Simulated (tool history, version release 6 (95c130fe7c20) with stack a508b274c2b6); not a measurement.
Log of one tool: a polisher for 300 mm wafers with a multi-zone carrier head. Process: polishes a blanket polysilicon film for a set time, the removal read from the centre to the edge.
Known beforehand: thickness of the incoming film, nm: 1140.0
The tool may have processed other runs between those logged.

run	day	flow of slurry (ml/min)	pressure of the head's centre zone	pressure of the head's middle zone	pressure of the head's edge zone	polishing time (s)	film removed at the wafer's centre (nm)	film removed at mid-radius (nm)	film removed at the wafer's edge (nm)
1	0	150	1	1	1	32	413.75	395.2	404.02
2	0.183	155	1.01	1.03	1.05	35	449.94	461.88	460.42
3	0.288	165	1.05	1.03	1.09	37	504.55	490.57	506.26
4	0.392	190	1.05	1.03	1.09	37	514.69	499.89	496.54
5	0.742	180	1.07	1.05	1.11	38	526.25	500.88	514.29
6	0.808	215	1.07	1.05	1.11	38	549.62	525.98	523.93
7	1.108	210	1.07	1.06	1.12	39	556.94	544.03	526.18
8	1.338	205	1.06	1.05	1.14	40	571.03	548.19	549.75

Forecast run 9:
9	1.692	200	1.05	1.06	1.15	41	?	?	?

film removed at the wafer's centre (nm): 580.18
film removed at mid-radius (nm): 587.85
film removed at the wafer's edge (nm): 563.04
